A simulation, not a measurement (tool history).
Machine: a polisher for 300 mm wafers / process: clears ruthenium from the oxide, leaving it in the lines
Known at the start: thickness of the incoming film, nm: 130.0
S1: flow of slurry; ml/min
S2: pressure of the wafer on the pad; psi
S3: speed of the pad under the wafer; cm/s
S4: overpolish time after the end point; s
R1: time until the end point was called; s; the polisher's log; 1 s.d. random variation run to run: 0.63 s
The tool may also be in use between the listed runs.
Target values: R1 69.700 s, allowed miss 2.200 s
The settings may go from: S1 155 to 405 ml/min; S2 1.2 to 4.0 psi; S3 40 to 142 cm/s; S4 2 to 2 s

run	hour	S1	S2	S3	S4	R1
1	0.0	260	2.6	90	2	113.830
2	7.5	260	2.8	90	2	104.720
3	11.8	260	2.9	90	2	101.200
4	12.8	195	2.9	90	2	105.990
5	16.9	205	3.0	90	2	102.870
6	22.7	205	3.0	90	2	100.570
7	27.1	215	3.1	90	2	97.849
8	32.6	225	3.2	90	2	93.881
9	40.3	230	3.3	90	2	91.366
10	45.1	235	3.4	90	2	87.692
11	50.7	235	3.4	90	2	89.421
12	56.6	235	3.5	90	2	86.043
13	61.3	240	4.0	92	2	71.900
# hour 64.5: worn pad replaced by a new one
14	64.5	240	4.0	92	2	66.507

Exactly one of the 5 candidate moves below puts every result within its allowed miss. Which one?
A	67.7	270	4.0	86	2	?
B	67.7	255	3.7	110	2	?
C	67.7	175	3.7	112	2	?
D	67.7	210	3.9	86	2	?
E	67.7	225	4.0	96	2	?

move	R1
A	69.053
B	59.047
C	61.271
D	73.050
E	63.436
A: all results in spec
B: its largest miss is bigger than the last run's
C: its largest miss is bigger than the last run's
D: the result that was furthest off in the last run now lies on the other side of its target
E: its largest miss is bigger than the last run's
Answer: A
